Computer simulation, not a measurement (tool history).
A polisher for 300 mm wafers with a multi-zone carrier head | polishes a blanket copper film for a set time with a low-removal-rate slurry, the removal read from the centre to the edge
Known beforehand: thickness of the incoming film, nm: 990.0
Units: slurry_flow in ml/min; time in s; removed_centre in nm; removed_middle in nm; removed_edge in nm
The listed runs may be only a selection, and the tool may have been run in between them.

{"run": 1, "hour": 0.0, "slurry_flow": 185, "centre_zone": 1, "middle_zone": 1, "edge_zone": 1, "slurry_solids": 1, "time": 48, "removed_centre": 109.47, "removed_middle": 108.59, "removed_edge": 111.77}
{"run": 2, "hour": 3.3, "slurry_flow": 185, "centre_zone": 1, "middle_zone": 1, "edge_zone": 0.94, "slurry_solids": 1, "time": 48, "removed_centre": 108.59, "removed_middle": 107.39, "removed_edge": 109.55}
{"run": 3, "hour": 9.6, "slurry_flow": 185, "centre_zone": 1, "middle_zone": 1, "edge_zone": 0.99, "slurry_solids": 1, "time": 48, "removed_centre": 108.98, "removed_middle": 108.48, "removed_edge": 111.39}
{"run": 4, "hour": 13.8, "slurry_flow": 195, "centre_zone": 0.99, "middle_zone": 1.04, "edge_zone": 1.02, "slurry_solids": 1.1, "time": 50, "removed_centre": 113.95, "removed_middle": 121.57, "removed_edge": 121.64}
{"run": 5, "hour": 16.4, "slurry_flow": 195, "centre_zone": 0.99, "middle_zone": 1.12, "edge_zone": 1.02, "slurry_solids": 1.1, "time": 50, "removed_centre": 114.4, "removed_middle": 127.81, "removed_edge": 122.17}
{"run": 6, "hour": 19.5, "slurry_flow": 210, "centre_zone": 0.99, "middle_zone": 1.13, "edge_zone": 1.02, "slurry_solids": 1.2, "time": 51, "removed_centre": 122.35, "removed_middle": 136.68, "removed_edge": 127.95}
{"run": 7, "hour": 27.9, "slurry_flow": 220, "centre_zone": 0.98, "middle_zone": 1.14, "edge_zone": 1.03, "slurry_solids": 1.25, "time": 52, "removed_centre": 127.36, "removed_middle": 142.78, "removed_edge": 132.05}

Run 8, settings as shown, results not yet in. Your forecast:
{"run": 8, "hour": 33.5, "slurry_flow": 225, "centre_zone": 0.97, "middle_zone": 1.15, "edge_zone": 1.04, "slurry_solids": 1.3, "time": 53, "removed_centre": "?", "removed_middle": "?", "removed_edge": "?"}

{"run 8": {"removed_centre": 125.56, "removed_middle": 148.66, "removed_edge": 136.59}}
